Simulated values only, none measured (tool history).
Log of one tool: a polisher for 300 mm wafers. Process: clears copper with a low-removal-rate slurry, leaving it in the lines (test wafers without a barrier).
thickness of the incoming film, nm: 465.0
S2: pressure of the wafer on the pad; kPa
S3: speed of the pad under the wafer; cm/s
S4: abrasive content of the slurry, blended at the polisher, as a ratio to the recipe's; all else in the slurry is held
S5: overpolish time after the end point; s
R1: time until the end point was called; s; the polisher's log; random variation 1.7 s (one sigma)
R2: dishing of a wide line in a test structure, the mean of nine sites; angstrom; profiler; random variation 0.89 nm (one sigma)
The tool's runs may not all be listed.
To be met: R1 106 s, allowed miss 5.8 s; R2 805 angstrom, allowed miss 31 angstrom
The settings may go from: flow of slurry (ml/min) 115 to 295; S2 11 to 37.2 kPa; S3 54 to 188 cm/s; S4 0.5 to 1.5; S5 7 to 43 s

Run 1, hour 0: flow of slurry (ml/min) 190, S2 24.1 kPa, S3 120 cm/s, S4 1, S5 22 s. Result: R1 92.037 s, R2 584.04 angstrom.
Run 2, hour 2: flow of slurry (ml/min) 190, S2 24.1 kPa, S3 100 cm/s, S4 1, S5 22 s. Result: R1 108.36 s, R2 518.57 angstrom.
Run 3, hour 7.1: flow of slurry (ml/min) 190, S2 24.1 kPa, S3 120 cm/s, S4 1, S5 22 s. Result: R1 91.216 s, R2 591.84 angstrom.
Run 4, hour 7.7: flow of slurry (ml/min) 190, S2 23.4 kPa, S3 120 cm/s, S4 1, S5 24 s. Result: R1 92.128 s, R2 612.63 angstrom.
Run 5, hour 16.4: flow of slurry (ml/min) 190, S2 23.4 kPa, S3 120 cm/s, S4 1.1, S5 24 s. Result: R1 92.545 s, R2 613.64 angstrom.
Run 6, hour 21: flow of slurry (ml/min) 190, S2 23.4 kPa, S3 144 cm/s, S4 1.1, S5 24 s. Result: R1 77.141 s, R2 685.37 angstrom.
Run 7, hour 22.3: flow of slurry (ml/min) 185, S2 22.8 kPa, S3 142 cm/s, S4 1.1, S5 26 s. Result: R1 81.316 s, R2 697.7 angstrom.
Run 8, hour 23.9: flow of slurry (ml/min) 175, S2 22.1 kPa, S3 140 cm/s, S4 1.1, S5 28 s. Result: R1 81.354 s, R2 716.31 angstrom.
Run 9, hour 30.6: flow of slurry (ml/min) 185, S2 21.4 kPa, S3 138 cm/s, S4 1.1, S5 30 s. Result: R1 88.723 s, R2 716.59 angstrom.
Run 10, hour 35.7: flow of slurry (ml/min) 185, S2 20.7 kPa, S3 136 cm/s, S4 1.1, S5 32 s. Result: R1 91.098 s, R2 736.77 angstrom.
Run 11, hour 42.3: flow of slurry (ml/min) 170, S2 16.5 kPa, S3 132 cm/s, S4 1.1, S5 40 s. Result: R1 119.27 s, R2 683.89 angstrom.
Run 12, hour 47.4: flow of slurry (ml/min) 180, S2 17.2 kPa, S3 132 cm/s, S4 1.1, S5 40 s. Result: R1 109.98 s, R2 730.75 angstrom.

Which of these 5 next moves meets every target?
Run A, hour 52.5: flow of slurry (ml/min) 170, S2 22.8 kPa, S3 106 cm/s, S4 1.1, S5 38 s. Result: R1 ?, R2 ?.
Run B, hour 52.5: flow of slurry (ml/min) 155, S2 20.7 kPa, S3 120 cm/s, S4 1.05, S5 43 s. Result: R1 ?, R2 ?.
Run C, hour 52.5: flow of slurry (ml/min) 220, S2 18.6 kPa, S3 124 cm/s, S4 1.3, S5 31 s. Result: R1 ?, R2 ?.
Run D, hour 52.5: flow of slurry (ml/min) 175, S2 19.3 kPa, S3 150 cm/s, S4 1.05, S5 33 s. Result: R1 ?, R2 ?.
Run E, hour 52.5: flow of slurry (ml/min) 140, S2 17.9 kPa, S3 134 cm/s, S4 1.15, S5 36 s. Result: R1 ?, R2 ?.

move      R1      R2
   A  110.48  763.94
   B  110.78  810.59
   C  105.55  671.93
   D  93.238  759.44
   E  113.51  702.11
A: nearer than the last run, and not there yet
B: meets every target
C: further off than the last run
D: nearer than the last run, and not there yet
E: further off than the last run
The right move is B.

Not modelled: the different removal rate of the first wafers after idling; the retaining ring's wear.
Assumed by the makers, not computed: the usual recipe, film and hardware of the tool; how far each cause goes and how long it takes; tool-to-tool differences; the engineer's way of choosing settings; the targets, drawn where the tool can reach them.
